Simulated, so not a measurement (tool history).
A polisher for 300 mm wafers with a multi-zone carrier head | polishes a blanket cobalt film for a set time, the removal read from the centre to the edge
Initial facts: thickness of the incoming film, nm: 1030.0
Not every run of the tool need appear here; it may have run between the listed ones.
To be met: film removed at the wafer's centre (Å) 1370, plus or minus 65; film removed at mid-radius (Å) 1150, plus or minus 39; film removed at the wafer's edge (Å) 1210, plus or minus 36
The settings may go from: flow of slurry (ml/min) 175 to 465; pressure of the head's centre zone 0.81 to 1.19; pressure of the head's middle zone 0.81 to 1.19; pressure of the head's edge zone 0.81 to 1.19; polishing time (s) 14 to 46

run	hour	flow of slurry (ml/min)	pressure of the head's centre zone	pressure of the head's middle zone	pressure of the head's edge zone	polishing time (s)	film removed at the wafer's centre (Å)	film removed at mid-radius (Å)	film removed at the wafer's edge (Å)
1	0	295	1	1	1	30	874.44	841.46	878.4
2	6.9	295	1	1	1	33	987.8	921.62	967.31
3	9.9	305	1.04	1.02	1.04	34	1058.2	962.67	1011
4	14.9	305	1.04	1.02	1.04	39	1204.8	1138.3	1175.7
5	16.2	305	1.04	1.02	1.04	34	1020.1	972.24	1006.6
6	25.2	310	1.07	1.01	1.04	36	1139.4	1013.1	1074
7	31.7	315	1.1	1.02	1.06	37	1185.7	1059.5	1124.7
8	33.8	320	1.13	1.02	1.06	38	1243.9	1089.4	1161.5
9	35.6	325	1.15	1.02	1.05	38	1257.5	1083.2	1148.1

Exercise: of the 4 proposed moves below, exactly one satisfies all targets within the stated allowed misses. Which move is it?
A	37.4	350	1.19	1.03	1.06	40	?	?	?
B	37.4	335	1.19	0.86	0.96	40	?	?	?
C	37.4	295	1.14	0.88	1.03	42	?	?	?
D	37.4	305	1.19	0.85	1.05	42	?	?	?

move	film removed at the wafer's centre (Å)	film removed at mid-radius (Å)	film removed at the wafer's edge (Å)
A	1398.5	1140.7	1220
B	1390.7	977.23	1161.8
C	1388.9	1032.5	1249.3
D	1445.2	1006.7	1265.1
A: all results in spec
B: the furthest-off result lands on target, but another misses its tolerance
C: the furthest-off result lands on target, but another misses its tolerance
D: takes the result that was furthest off past its target
Correct choice: A, which meets every target

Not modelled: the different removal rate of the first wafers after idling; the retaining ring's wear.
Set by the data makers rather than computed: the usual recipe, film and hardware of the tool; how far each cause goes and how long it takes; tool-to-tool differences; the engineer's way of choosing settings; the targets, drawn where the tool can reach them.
